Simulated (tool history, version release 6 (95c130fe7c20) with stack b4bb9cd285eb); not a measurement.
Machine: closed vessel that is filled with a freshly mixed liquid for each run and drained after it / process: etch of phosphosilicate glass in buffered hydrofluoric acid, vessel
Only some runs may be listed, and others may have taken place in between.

run	hour	temperature setpoint of the liquid (C)	parts of 40 % ammonium fluoride to one part of 49 % hydrofluoric acid (parts by volume)	time in the liquid (s)	thickness taken off the phosphosilicate glass on a monitor wafer (Å)
1	0.0	22.0	11.5	30	793.49
2	3.6	22.0	10.0	30	907.17
3	11.0	18.5	10.0	30	743.77
4	13.5	17.0	10.0	30	677.95
5	15.6	20.0	9.5	30	834.18
6	21.9	18.5	9.5	30	764.34

What will run 7 give?
7	25.3	22.5	6.5	30	?

{"run 7": {"thickness taken off the phosphosilicate glass on a monitor wafer (Å)": 1389.0}}
